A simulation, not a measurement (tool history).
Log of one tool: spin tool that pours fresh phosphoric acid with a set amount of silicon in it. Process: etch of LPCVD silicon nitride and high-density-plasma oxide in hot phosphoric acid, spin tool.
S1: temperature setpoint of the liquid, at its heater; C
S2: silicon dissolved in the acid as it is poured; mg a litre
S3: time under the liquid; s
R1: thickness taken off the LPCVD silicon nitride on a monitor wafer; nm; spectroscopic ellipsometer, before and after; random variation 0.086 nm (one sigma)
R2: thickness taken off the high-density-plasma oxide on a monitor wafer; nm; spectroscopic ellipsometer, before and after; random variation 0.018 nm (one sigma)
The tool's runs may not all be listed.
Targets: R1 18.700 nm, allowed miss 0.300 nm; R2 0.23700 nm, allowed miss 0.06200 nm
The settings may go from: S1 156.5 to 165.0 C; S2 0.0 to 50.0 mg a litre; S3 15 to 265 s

Run 1, hour 0.0: S1 160.0 C, S2 27.5 mg a litre, S3 135 s. Result: R1 12.466 nm, R2 0.41530 nm.
Run 2, hour 3.7: S1 161.0 C, S2 33.0 mg a litre, S3 145 s. Result: R1 13.957 nm, R2 0.38915 nm.
Run 3, hour 9.2: S1 161.0 C, S2 33.0 mg a litre, S3 195 s. Result: R1 18.550 nm, R2 0.50659 nm.
Run 4, hour 13.1: S1 161.0 C, S2 17.5 mg a litre, S3 195 s. Result: R1 18.732 nm, R2 0.83310 nm.
Run 5, hour 16.3: S1 161.0 C, S2 25.5 mg a litre, S3 195 s. Result: R1 18.761 nm, R2 0.57733 nm.
Run 6, hour 17.0: S1 161.0 C, S2 31.5 mg a litre, S3 195 s. Result: R1 18.624 nm, R2 0.59229 nm.
Run 7, hour 22.8: S1 161.0 C, S2 36.0 mg a litre, S3 195 s. Result: R1 18.661 nm, R2 0.37833 nm.
Run 8, hour 28.3: S1 161.0 C, S2 38.5 mg a litre, S3 195 s. Result: R1 18.622 nm, R2 0.38483 nm.
Run 9, hour 34.7: S1 161.0 C, S2 41.5 mg a litre, S3 195 s. Result: R1 18.729 nm, R2 0.30388 nm.

4 next moves are on the table. One of them brings every result within its allowed miss. Which?
Run A, hour 41.1: S1 162.5 C, S2 37.0 mg a litre, S3 180 s. Result: R1 ?, R2 ?.
Run B, hour 41.1: S1 162.5 C, S2 50.0 mg a litre, S3 185 s. Result: R1 ?, R2 ?.
Run C, hour 41.1: S1 159.5 C, S2 35.0 mg a litre, S3 205 s. Result: R1 ?, R2 ?.
Run D, hour 41.1: S1 161.5 C, S2 32.0 mg a litre, S3 190 s. Result: R1 ?, R2 ?.

move      R1       R2
   A  18.011  0.44025
   B  18.511  0.26269
   C  18.555  0.44651
   D  18.389  0.55175
A: further off than the last run
B: meets every target
C: further off than the last run
D: further off than the last run
Move B is the one to make.
